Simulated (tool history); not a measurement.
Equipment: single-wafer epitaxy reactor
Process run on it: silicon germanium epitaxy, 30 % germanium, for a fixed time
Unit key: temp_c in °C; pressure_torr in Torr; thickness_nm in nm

| run | hour | temp_c | pressure_torr | thickness_nm |
|---|---|---|---|---|
| 1 | 0.0 | 620 | 27.5 | 89.551 |
| 2 | 3.6 | 622 | 27.6 | 93.484 |
| 3 | 4.6 | 624 | 27.7 | 97.557 |
| 4 | 11.8 | 625 | 27.7 | 99.249 |
| 5 | 18.4 | 626 | 27.7 | 101.240 |
| 6 | 19.0 | 627 | 27.7 | 103.650 |
| 7 | 25.7 | 628 | 27.7 | 105.680 |
| 8 | 27.6 | 629 | 27.7 | 107.550 |

Run 9 has not been measured yet. What should we expect?
| 9 | 33.7 | 630 | 27.7 | ? |

thickness_nm: 109.890 nm

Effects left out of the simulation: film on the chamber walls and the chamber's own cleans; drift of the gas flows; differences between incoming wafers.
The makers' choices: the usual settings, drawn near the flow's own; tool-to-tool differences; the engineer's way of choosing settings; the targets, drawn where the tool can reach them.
